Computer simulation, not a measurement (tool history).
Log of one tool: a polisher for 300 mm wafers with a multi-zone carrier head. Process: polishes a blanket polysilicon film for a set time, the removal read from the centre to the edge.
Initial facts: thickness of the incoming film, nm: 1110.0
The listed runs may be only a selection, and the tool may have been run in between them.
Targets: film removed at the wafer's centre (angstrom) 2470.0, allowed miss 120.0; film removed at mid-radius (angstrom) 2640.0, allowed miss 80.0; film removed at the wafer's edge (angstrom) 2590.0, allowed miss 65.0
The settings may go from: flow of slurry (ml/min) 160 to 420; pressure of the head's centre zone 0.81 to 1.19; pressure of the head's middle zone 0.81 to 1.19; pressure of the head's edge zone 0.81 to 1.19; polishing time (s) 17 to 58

run,hour,flow of slurry (ml/min),pressure of the head's centre zone,pressure of the head's middle zone,pressure of the head's edge zone,polishing time (s),film removed at the wafer's centre (angstrom),film removed at mid-radius (angstrom),film removed at the wafer's edge (angstrom)
1,0.0,270,1.00,1.00,1.00,37,4130.9,4189.1,4509.5
2,8.8,265,0.99,1.00,0.96,32,3518.8,3613.4,3872.8
3,10.4,310,0.99,1.00,0.96,32,3654.3,3693.0,3905.0
4,13.1,310,0.99,1.00,0.96,28,3170.3,3250.1,3423.7
5,15.3,310,0.99,1.00,1.02,28,3174.2,3245.6,3504.9
6,21.7,310,0.99,1.00,1.02,19,2151.3,2239.3,2405.9
7,25.1,330,1.00,1.02,1.02,19,2195.9,2271.4,2389.4
# hour 26.8: slurry nozzle cleaned
8,26.8,335,1.06,1.12,1.11,22,2892.2,3008.0,3027.3
9,29.7,335,1.04,1.10,1.06,22,2869.4,2995.7,2995.5
10,36.9,315,1.03,1.09,1.02,22,2852.3,2902.5,2916.0

Pick the move, out of 4, that brings all results within their allowed miss; only one does.
A,44.1,350,1.03,0.84,1.04,25,?,?,?
B,44.1,340,0.96,1.07,0.97,20,?,?,?
C,44.1,310,1.01,1.03,1.00,19,?,?,?
D,44.1,305,1.09,0.84,1.04,23,?,?,?

move,film removed at the wafer's centre (angstrom),film removed at mid-radius (angstrom),film removed at the wafer's edge (angstrom)
A,3295.8,2842.9,3339.7
B,2452.1,2642.2,2595.6
C,2427.5,2426.1,2476.2
D,3164.0,2580.5,3041.7
A: further off than the last run
B: every result within its allowed miss
C: takes the biggest miss from the last run beyond its target
D: further off than the last run
B meets every target.
